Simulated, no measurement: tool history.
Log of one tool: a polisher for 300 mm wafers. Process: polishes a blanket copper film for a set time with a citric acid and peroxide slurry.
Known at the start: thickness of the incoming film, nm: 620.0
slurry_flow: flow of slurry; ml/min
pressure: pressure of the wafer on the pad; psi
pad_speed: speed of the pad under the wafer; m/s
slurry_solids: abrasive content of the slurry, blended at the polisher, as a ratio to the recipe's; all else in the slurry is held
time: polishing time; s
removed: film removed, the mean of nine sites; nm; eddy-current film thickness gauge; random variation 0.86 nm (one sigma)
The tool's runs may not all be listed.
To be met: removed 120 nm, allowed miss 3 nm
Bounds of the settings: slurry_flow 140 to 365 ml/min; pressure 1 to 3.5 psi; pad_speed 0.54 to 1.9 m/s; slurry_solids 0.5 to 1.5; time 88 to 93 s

run  hour  slurry_flow  pressure  pad_speed  slurry_solids  time  removed
  1     0          235       2.2       1.22              1    88   183.67
  2   4.1          235       2.2       1.22           0.85    88   174.12
  3   5.8          235       2.5       1.22           0.85    88   198.48
  4  10.5          235       2.9       1.22           0.85    88   221.86
  5  16.9          235       2.9       1.22           0.75    88   212.43
  6    25          235       2.7       1.22           0.75    88   201.23
  7  29.5          235       2.5       1.22           0.75    88   190.04
  8  38.3          235       2.3       1.22           0.75    88   175.45
  9  40.9          235       2.1       1.22           0.75    88   161.09
 10  42.9          235         2       1.22           0.75    88   156.03
 11  47.3          235       1.9       1.22           0.75    88   149.16
     51.8  -- slurry blender recalibrated
 12  51.8          235       1.8       1.22           0.75    88   152.81
 13  57.1          215       1.2        1.2           0.75    88    108.8
 14  60.9          225       1.2        1.2           0.75    88   109.73

Which of these 4 next moves meets every target?
  A  64.7          185       1.2       1.14           0.65    88        ?
  B  64.7          240       1.4       1.16           0.75    93        ?
  C  64.7          160       1.4       1.12            0.8    93        ?
  D  64.7          195       1.4       1.42            0.5    93        ?

move  removed
   A   98.173
   B   127.41
   C   121.24
   D   129.42
A: further off than the last run
B: takes the result that was furthest off past its target
C: meets every target
D: takes the result that was furthest off past its target
The right move is C.

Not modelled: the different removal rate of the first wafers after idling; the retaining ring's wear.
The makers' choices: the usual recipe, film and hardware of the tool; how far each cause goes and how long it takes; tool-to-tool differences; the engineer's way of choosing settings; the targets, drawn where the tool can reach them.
